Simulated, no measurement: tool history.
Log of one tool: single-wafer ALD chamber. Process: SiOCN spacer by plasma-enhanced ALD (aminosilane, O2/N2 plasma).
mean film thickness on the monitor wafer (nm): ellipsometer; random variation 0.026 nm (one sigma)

| run | hour | heater temperature setpoint (deg C) | number of ALD cycles (cycles) | mean film thickness on the monitor wafer (nm) |
|---|---|---|---|---|
| 1 | 0.0 | 385 | 86 | 5.5194 |
| 2 | 4.7 | 381 | 86 | 5.5031 |
| 3 | 12.9 | 385 | 86 | 5.5540 |
| 4 | 18.9 | 385 | 88 | 5.6408 |
| 5 | 20.4 | 385 | 90 | 5.7775 |
| 6 | 28.8 | 395 | 90 | 5.7845 |
| 7 | 37.0 | 395 | 92 | 5.8910 |
| 8 | 37.9 | 395 | 92 | 5.8828 |

Forecast run 9:
| 9 | 42.8 | 395 | 94 | ? |

Run 9 gave mean film thickness on the monitor wafer (nm) 5.9840.
